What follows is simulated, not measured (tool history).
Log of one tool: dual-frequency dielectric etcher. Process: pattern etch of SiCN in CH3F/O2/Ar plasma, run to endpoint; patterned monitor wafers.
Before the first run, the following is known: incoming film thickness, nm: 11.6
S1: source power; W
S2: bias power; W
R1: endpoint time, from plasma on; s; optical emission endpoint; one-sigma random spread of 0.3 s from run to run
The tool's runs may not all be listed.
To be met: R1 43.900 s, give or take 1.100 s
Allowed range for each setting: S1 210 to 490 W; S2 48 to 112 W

run 1 hour=0.0 | S1=350 S2=80 | R1=31.178
run 2 hour=4.0 | S1=400 S2=80 | R1=29.004
run 3 hour=5.1 | S1=350 S2=72 | R1=32.590
run 4 hour=8.6 | S1=350 S2=64 | R1=34.905
run 5 hour=15.8 | S1=320 S2=61 | R1=37.331
run 6 hour=23.1 | S1=320 S2=56 | R1=38.842
run 7 hour=25.0 | S1=300 S2=55 | R1=40.034
run 8 hour=30.5 | S1=290 S2=54 | R1=41.418
-- hour=32.4 bias power generator calibrated
run 9 hour=32.4 | S1=280 S2=54 | R1=41.701
run 10 hour=34.0 | S1=280 S2=54 | R1=41.404
run 11 hour=42.2 | S1=270 S2=54 | R1=42.396

Of the 4 settings listed for the next run, only one would bring every result within its allowed miss of target. Which one?
run A hour=50.4 | S1=250 S2=54 | R1=?
run B hour=50.4 | S1=280 S2=57 | R1=?
run C hour=50.4 | S1=270 S2=57 | R1=?
run D hour=50.4 | S1=240 S2=64 | R1=?

move=A R1=43.834
move=B R1=40.353
move=C R1=41.033
move=D R1=40.660
A: hits every target within its allowed miss
B: the biggest miss grows against the last run
C: the biggest miss grows against the last run
D: the biggest miss grows against the last run
A is the move that brings every result within its allowed miss.

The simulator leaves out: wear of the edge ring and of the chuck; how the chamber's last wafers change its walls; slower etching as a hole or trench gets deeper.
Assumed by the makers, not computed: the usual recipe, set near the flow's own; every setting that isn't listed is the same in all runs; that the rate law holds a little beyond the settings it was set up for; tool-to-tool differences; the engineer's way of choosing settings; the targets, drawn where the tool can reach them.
